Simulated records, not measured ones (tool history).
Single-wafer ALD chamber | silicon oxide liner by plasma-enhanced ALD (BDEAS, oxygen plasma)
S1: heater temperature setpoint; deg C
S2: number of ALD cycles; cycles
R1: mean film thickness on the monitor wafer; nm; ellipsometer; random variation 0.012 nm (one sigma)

run 1 day=0 | S1=310 S2=77 | R1=6.8749
run 2 day=0.275 | S1=310 S2=67 | R1=5.986
run 3 day=0.575 | S1=310 S2=74 | R1=6.6194
run 4 day=0.892 | S1=303 S2=74 | R1=6.6969
run 5 day=1.133 | S1=303 S2=85 | R1=7.7089
run 6 day=1.267 | S1=303 S2=92 | R1=8.3321

Forecast run 7:
-- day=1.608 thermocouple changed; heater temperature recalibrated
run 7 day=1.608 | S1=311 S2=80 | R1=?

Run 7 gave R1 7.2068 nm.
